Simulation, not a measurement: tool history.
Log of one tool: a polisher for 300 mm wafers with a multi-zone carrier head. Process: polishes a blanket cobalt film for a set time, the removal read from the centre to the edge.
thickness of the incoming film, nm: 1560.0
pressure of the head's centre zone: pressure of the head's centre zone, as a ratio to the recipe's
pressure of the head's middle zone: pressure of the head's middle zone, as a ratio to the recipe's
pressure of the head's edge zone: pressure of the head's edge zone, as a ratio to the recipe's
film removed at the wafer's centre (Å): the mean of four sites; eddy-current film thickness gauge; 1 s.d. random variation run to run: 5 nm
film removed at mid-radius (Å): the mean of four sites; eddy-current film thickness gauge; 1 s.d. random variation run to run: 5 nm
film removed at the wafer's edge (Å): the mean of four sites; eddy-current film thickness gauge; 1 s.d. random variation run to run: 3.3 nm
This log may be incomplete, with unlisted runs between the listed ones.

run,hour,flow of slurry (ml/min),pressure of the head's centre zone,pressure of the head's middle zone,pressure of the head's edge zone,polishing time (s),film removed at the wafer's centre (Å),film removed at mid-radius (Å),film removed at the wafer's edge (Å)
1,0.0,200,1.00,1.00,1.00,86,3089.9,2972.7,2978.0
2,7.5,200,1.00,1.00,1.02,88,3094.2,3062.4,3161.2
3,15.6,205,1.01,1.01,1.04,89,3261.0,3169.8,3197.6
4,19.2,165,1.01,1.01,1.04,89,3137.1,2995.9,3039.2
5,20.3,175,1.01,1.01,1.06,90,3123.4,3122.7,3176.8
6,22.2,185,1.02,1.01,1.07,91,3294.5,3166.4,3229.6
7,23.0,195,1.02,1.01,1.08,92,3370.5,3223.0,3287.3
8,26.3,200,1.01,1.01,1.09,93,3360.7,3294.9,3374.8
9,27.0,210,1.01,1.01,1.10,94,3400.3,3295.0,3423.3
10,31.8,215,1.01,1.01,1.11,95,3482.7,3361.7,3473.9

What does the tool deliver on the next run?
11,39.3,220,1.01,1.01,1.12,96,?,?,?

Run 11 measured film removed at the wafer's centre (Å) 3601.3, film removed at mid-radius (Å) 3370.9, film removed at the wafer's edge (Å) 3566.3.
